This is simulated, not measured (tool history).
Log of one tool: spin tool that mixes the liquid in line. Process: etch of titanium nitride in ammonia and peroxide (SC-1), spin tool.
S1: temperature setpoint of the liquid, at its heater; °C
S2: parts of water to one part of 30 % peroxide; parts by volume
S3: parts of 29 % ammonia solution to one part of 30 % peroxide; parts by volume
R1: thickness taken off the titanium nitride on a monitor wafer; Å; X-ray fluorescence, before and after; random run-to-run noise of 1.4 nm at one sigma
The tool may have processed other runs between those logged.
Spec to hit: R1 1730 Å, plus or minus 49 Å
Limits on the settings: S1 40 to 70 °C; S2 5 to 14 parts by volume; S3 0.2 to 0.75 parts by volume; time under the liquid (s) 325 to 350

{"run": 1, "hour": 0.0, "S1": 56, "S2": 7.5, "S3": 0.45, "time under the liquid (s)": 325, "R1": 572.23}
{"run": 2, "hour": 2.3, "S1": 60, "S2": 7, "S3": 0.45, "time under the liquid (s)": 325, "R1": 773.06}
{"run": 3, "hour": 11.2, "S1": 60, "S2": 9.5, "S3": 0.45, "time under the liquid (s)": 325, "R1": 664.86}
{"run": 4, "hour": 16.9, "S1": 63, "S2": 8, "S3": 0.45, "time under the liquid (s)": 325, "R1": 889.85}
{"run": 5, "hour": 20.5, "S1": 70, "S2": 8, "S3": 0.45, "time under the liquid (s)": 325, "R1": 1374.3}
{"run": 6, "hour": 28.1, "S1": 70, "S2": 7, "S3": 0.45, "time under the liquid (s)": 325, "R1": 1486}
{"run": 7, "hour": 36.9, "S1": 70, "S2": 6.5, "S3": 0.45, "time under the liquid (s)": 325, "R1": 1527.7}
{"run": 8, "hour": 43.8, "S1": 70, "S2": 6, "S3": 0.45, "time under the liquid (s)": 325, "R1": 1588.5}
{"run": 9, "hour": 49.7, "S1": 70, "S2": 5.5, "S3": 0.45, "time under the liquid (s)": 325, "R1": 1659.3}

4 next moves are on the table. One of them brings every result within its allowed miss. Which?
{"run": "A", "hour": 55.6, "S1": 68.5, "S2": 5, "S3": 0.3, "time under the liquid (s)": 335, "R1": "?"}
{"run": "B", "hour": 55.6, "S1": 68.5, "S2": 5, "S3": 0.6, "time under the liquid (s)": 325, "R1": "?"}
{"run": "C", "hour": 55.6, "S1": 68, "S2": 5, "S3": 0.6, "time under the liquid (s)": 350, "R1": "?"}
{"run": "D", "hour": 55.6, "S1": 69, "S2": 5.5, "S3": 0.4, "time under the liquid (s)": 345, "R1": "?"}

move=A R1=1517.1
move=B R1=1644.2
move=C R1=1715.6
move=D R1=1617.2
A: the biggest miss grows against the last run
B: the biggest miss grows against the last run
C: hits every target within its allowed miss
D: the biggest miss grows against the last run
So the answer is move C, the one that meets all the targets.

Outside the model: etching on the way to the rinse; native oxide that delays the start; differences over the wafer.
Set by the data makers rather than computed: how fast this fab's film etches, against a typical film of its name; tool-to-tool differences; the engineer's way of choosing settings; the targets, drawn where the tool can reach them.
